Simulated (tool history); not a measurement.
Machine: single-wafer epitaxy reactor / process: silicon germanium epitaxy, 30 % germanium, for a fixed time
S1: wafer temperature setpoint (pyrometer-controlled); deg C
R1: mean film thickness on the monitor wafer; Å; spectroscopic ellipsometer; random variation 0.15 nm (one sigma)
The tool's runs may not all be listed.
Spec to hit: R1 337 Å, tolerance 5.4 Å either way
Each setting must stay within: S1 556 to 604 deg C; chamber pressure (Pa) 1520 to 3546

run 1 hour=0 | S1=580 chamber_pressure_(Pa)=2533 | R1=411.65
run 2 hour=5.5 | S1=579 chamber_pressure_(Pa)=2533 | R1=404.45
run 3 hour=13.5 | S1=578 chamber_pressure_(Pa)=2533 | R1=393.84
run 4 hour=15.6 | S1=577 chamber_pressure_(Pa)=2533 | R1=381.77
run 5 hour=23.6 | S1=577 chamber_pressure_(Pa)=2800 | R1=397.79
run 6 hour=29.7 | S1=583 chamber_pressure_(Pa)=2800 | R1=457.81
run 7 hour=36.7 | S1=583 chamber_pressure_(Pa)=2800 | R1=457.47
run 8 hour=40.1 | S1=581 chamber_pressure_(Pa)=2800 | R1=438.54
run 9 hour=44.5 | S1=580 chamber_pressure_(Pa)=2800 | R1=427.14
run 10 hour=49 | S1=579 chamber_pressure_(Pa)=2800 | R1=419.54
run 11 hour=56.3 | S1=579 chamber_pressure_(Pa)=2800 | R1=417.58
run 12 hour=59.5 | S1=578 chamber_pressure_(Pa)=2800 | R1=408.05
run 13 hour=66.2 | S1=566 chamber_pressure_(Pa)=2786 | R1=311.73
run 14 hour=69.9 | S1=568 chamber_pressure_(Pa)=2786 | R1=325.94

Exercise: of the 4 proposed moves below, exactly one satisfies all targets within the stated allowed misses. Which move is it?
run A hour=73.6 | S1=566 chamber_pressure_(Pa)=2746 | R1=?
run B hour=73.6 | S1=568 chamber_pressure_(Pa)=2600 | R1=?
run C hour=73.6 | S1=570 chamber_pressure_(Pa)=2680 | R1=?
run D hour=73.6 | S1=572 chamber_pressure_(Pa)=2600 | R1=?

move=A R1=307.08
move=B R1=314.58
move=C R1=332.88
move=D R1=344.08
A: lands further from the targets than the last run did
B: lands further from the targets than the last run did
C: all results land within tolerance of their targets
D: the result that was furthest off in the last run now lies on the other side of its target
C is the move that brings every result within its allowed miss.
